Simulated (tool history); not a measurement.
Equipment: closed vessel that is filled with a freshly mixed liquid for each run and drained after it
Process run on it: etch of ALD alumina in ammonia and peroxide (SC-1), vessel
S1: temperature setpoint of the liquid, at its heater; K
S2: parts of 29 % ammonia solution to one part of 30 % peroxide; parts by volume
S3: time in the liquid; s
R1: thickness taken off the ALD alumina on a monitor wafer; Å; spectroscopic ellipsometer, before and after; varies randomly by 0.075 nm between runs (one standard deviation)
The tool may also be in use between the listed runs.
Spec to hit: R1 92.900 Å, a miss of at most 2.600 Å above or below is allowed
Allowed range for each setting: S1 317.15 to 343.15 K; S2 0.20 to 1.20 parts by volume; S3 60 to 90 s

Run 1, day 0.000: S1 333.15 K, S2 0.80 parts by volume, S3 90 s. Result: R1 146.570 Å.
Run 2, day 0.133: S1 331.65 K, S2 0.80 parts by volume, S3 90 s. Result: R1 135.510 Å.
Run 3, day 0.371: S1 330.65 K, S2 0.80 parts by volume, S3 90 s. Result: R1 129.400 Å.
Run 4, day 0.754: S1 329.65 K, S2 0.80 parts by volume, S3 90 s. Result: R1 123.200 Å.
Run 5, day 0.796: S1 329.65 K, S2 0.70 parts by volume, S3 90 s. Result: R1 120.680 Å.
At day 0.850: new drum of ammonia solution connected.
Run 6, day 0.850: S1 329.65 K, S2 0.55 parts by volume, S3 90 s. Result: R1 118.560 Å.
Run 7, day 1.092: S1 329.15 K, S2 0.55 parts by volume, S3 90 s. Result: R1 116.960 Å.
Run 8, day 1.262: S1 328.65 K, S2 0.55 parts by volume, S3 90 s. Result: R1 112.010 Å.
Run 9, day 1.388: S1 328.65 K, S2 0.55 parts by volume, S3 90 s. Result: R1 112.090 Å.
Run 10, day 1.579: S1 328.15 K, S2 0.55 parts by volume, S3 90 s. Result: R1 109.700 Å.
Run 11, day 1.838: S1 324.15 K, S2 0.55 parts by volume, S3 90 s. Result: R1 88.596 Å.

Which single option among these 4 for the next run brings every result within its allowed miss of target? Just one does.
Run A, day 2.096: S1 325.15 K, S2 0.25 parts by volume, S3 90 s. Result: R1 ?.
Run B, day 2.096: S1 324.15 K, S2 0.80 parts by volume, S3 90 s. Result: R1 ?.
Run C, day 2.096: S1 325.15 K, S2 0.20 parts by volume, S3 90 s. Result: R1 ?.
Run D, day 2.096: S1 324.15 K, S2 0.50 parts by volume, S3 90 s. Result: R1 ?.

move      R1
   A  87.321
   B  92.365
   C  85.481
   D  88.329
A: lands further from the targets than the last run did
B: hits every target within its allowed miss
C: lands further from the targets than the last run did
D: lands further from the targets than the last run did
The right move is B.
